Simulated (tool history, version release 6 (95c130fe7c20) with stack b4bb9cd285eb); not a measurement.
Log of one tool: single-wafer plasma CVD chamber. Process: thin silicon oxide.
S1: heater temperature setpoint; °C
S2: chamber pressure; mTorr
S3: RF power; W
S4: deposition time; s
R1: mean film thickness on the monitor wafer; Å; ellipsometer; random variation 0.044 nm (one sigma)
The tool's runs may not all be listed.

run 1 hour=0.0 | S1=410 S2=888 S3=280 S4=6.99 | R1=142.82
run 2 hour=8.5 | S1=410 S2=911 S3=280 S4=6.99 | R1=145.71
run 3 hour=12.9 | S1=414 S2=911 S3=280 S4=6.99 | R1=144.75
run 4 hour=15.7 | S1=414 S2=911 S3=280 S4=6.99 | R1=145.39
run 5 hour=19.2 | S1=414 S2=931 S3=280 S4=6.99 | R1=149.08
run 6 hour=26.0 | S1=414 S2=946 S3=280 S4=6.99 | R1=151.09
run 7 hour=31.1 | S1=414 S2=959 S3=280 S4=6.99 | R1=153.14
run 8 hour=34.8 | S1=414 S2=970 S3=280 S4=6.99 | R1=154.54
run 9 hour=38.5 | S1=414 S2=980 S3=280 S4=6.99 | R1=155.50

The next listed run, before its measurement:
run 10 hour=39.3 | S1=414 S2=989 S3=280 S4=6.99 | R1=?

R1: 156.60 Å

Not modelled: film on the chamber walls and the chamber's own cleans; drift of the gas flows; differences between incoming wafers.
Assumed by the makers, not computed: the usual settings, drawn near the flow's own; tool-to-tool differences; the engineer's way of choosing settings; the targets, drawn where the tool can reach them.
